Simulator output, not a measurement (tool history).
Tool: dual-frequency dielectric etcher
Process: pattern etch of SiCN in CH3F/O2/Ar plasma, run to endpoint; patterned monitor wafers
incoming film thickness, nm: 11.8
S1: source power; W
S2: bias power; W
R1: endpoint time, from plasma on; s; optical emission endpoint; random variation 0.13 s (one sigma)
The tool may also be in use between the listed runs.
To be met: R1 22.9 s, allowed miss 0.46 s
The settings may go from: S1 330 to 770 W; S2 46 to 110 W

{"run": 1, "day": 0.0, "S1": 550, "S2": 78, "R1": 27.519}
{"run": 2, "day": 0.208, "S1": 590, "S2": 78, "R1": 26.678}
{"run": 3, "day": 0.358, "S1": 590, "S2": 69, "R1": 27.492}
{"run": 4, "day": 0.546, "S1": 590, "S2": 76, "R1": 26.779}
{"run": 5, "day": 0.725, "S1": 610, "S2": 77, "R1": 26.448}
{"run": 6, "day": 0.792, "S1": 630, "S2": 79, "R1": 25.807}
{"run": 7, "day": 1.021, "S1": 650, "S2": 80, "R1": 25.566}
{"run": 8, "day": 1.096, "S1": 670, "S2": 82, "R1": 25.031}

Which of these 4 next moves meets every target?
{"run": "A", "day": 1.171, "S1": 770, "S2": 102, "R1": "?"}
{"run": "B", "day": 1.171, "S1": 770, "S2": 88, "R1": "?"}
{"run": "C", "day": 1.171, "S1": 770, "S2": 100, "R1": "?"}
{"run": "D", "day": 1.171, "S1": 760, "S2": 103, "R1": "?"}

move=A R1=22.068
move=B R1=23.229
move=C R1=22.223
move=D R1=22.099
A: takes the result that was furthest off past its target
B: meets every target
C: takes the result that was furthest off past its target
D: takes the result that was furthest off past its target
Answer: B
